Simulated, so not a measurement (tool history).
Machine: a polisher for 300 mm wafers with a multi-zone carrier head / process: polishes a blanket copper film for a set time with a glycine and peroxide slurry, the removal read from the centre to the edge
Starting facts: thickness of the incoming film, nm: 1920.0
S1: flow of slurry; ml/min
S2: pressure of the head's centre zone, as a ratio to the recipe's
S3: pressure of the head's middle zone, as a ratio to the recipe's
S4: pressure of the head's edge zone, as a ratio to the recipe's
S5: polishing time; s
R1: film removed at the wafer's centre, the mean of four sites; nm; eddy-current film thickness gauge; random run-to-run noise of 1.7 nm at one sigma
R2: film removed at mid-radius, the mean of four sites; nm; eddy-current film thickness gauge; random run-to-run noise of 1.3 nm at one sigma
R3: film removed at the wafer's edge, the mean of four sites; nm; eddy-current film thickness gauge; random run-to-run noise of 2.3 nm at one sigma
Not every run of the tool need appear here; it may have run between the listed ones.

| run | day | S1 | S2 | S3 | S4 | S5 | R1 | R2 | R3 |
|---|---|---|---|---|---|---|---|---|---|
| 1 | 0.000 | 180 | 1.00 | 1.00 | 1.00 | 46 | 255.54 | 268.70 | 263.16 |
| 2 | 0.296 | 135 | 1.00 | 1.00 | 1.00 | 46 | 238.67 | 253.38 | 248.94 |
| 3 | 0.604 | 135 | 1.00 | 0.98 | 0.99 | 44 | 227.00 | 239.12 | 243.48 |
| 4 | 0.917 | 135 | 1.00 | 0.98 | 0.99 | 52 | 270.57 | 283.12 | 279.14 |
| 5 | 1.288 | 135 | 1.00 | 0.98 | 1.03 | 52 | 277.90 | 280.12 | 292.27 |
| 6 | 1.446 | 110 | 1.00 | 0.98 | 1.03 | 52 | 256.63 | 266.69 | 281.30 |
| 7 | 1.621 | 110 | 1.00 | 0.97 | 1.02 | 49 | 240.53 | 252.98 | 266.56 |
| 8 | 1.888 | 115 | 1.01 | 0.96 | 1.01 | 46 | 225.88 | 235.92 | 249.24 |
| 9 | 2.154 | 115 | 1.02 | 0.95 | 1.00 | 44 | 221.08 | 224.47 | 235.53 |
| 10 | 2.408 | 115 | 1.02 | 0.94 | 0.99 | 42 | 214.81 | 213.50 | 221.26 |
|  | 2.633 | worn pad replaced by a new one |
| 11 | 2.633 | 115 | 1.01 | 0.93 | 0.99 | 41 | 225.61 | 225.38 | 241.99 |
| 12 | 2.712 | 115 | 1.03 | 0.94 | 1.01 | 40 | 222.15 | 222.75 | 234.79 |
| 13 | 2.742 | 115 | 1.02 | 0.92 | 0.99 | 39 | 215.63 | 211.89 | 231.14 |
| 14 | 2.908 | 135 | 1.02 | 0.91 | 0.93 | 26 | 151.13 | 145.67 | 153.47 |

Run 15 has not been measured yet. What should we expect?
| 15 | 3.162 | 150 | 1.05 | 0.94 | 1.03 | 26 | ? | ? | ? |

{"run 15": {"R1": 158.87, "R2": 152.65, "R3": 162.7}}
